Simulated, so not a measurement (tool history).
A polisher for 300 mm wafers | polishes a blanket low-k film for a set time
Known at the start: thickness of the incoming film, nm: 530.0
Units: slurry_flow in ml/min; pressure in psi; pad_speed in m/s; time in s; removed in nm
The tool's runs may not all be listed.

{"run": 1, "day": 0.0, "slurry_flow": 280, "pressure": 2.0, "pad_speed": 0.76, "slurry_solids": 1.0, "time": 50, "removed": 14.796}
{"run": 2, "day": 0.029, "slurry_flow": 250, "pressure": 2.0, "pad_speed": 0.76, "slurry_solids": 1.0, "time": 50, "removed": 14.65}
{"run": 3, "day": 0.092, "slurry_flow": 250, "pressure": 1.6, "pad_speed": 0.76, "slurry_solids": 1.0, "time": 50, "removed": 11.801}
{"run": 4, "day": 0.133, "slurry_flow": 250, "pressure": 2.1, "pad_speed": 0.76, "slurry_solids": 1.0, "time": 50, "removed": 15.502}
{"run": 5, "day": 0.175, "slurry_flow": 250, "pressure": 2.5, "pad_speed": 0.76, "slurry_solids": 1.0, "time": 50, "removed": 18.049}
{"run": 6, "day": 0.425, "slurry_flow": 250, "pressure": 2.5, "pad_speed": 0.76, "slurry_solids": 1.2, "time": 50, "removed": 19.912}
{"run": 7, "day": 0.617, "slurry_flow": 245, "pressure": 2.3, "pad_speed": 0.76, "slurry_solids": 1.2, "time": 50, "removed": 18.229}

Run 8 comes next. What will it give?
{"run": 8, "day": 0.783, "slurry_flow": 245, "pressure": 2.3, "pad_speed": 0.76, "slurry_solids": 1.2, "time": 50, "removed": "?"}

removed: 18.657 nm
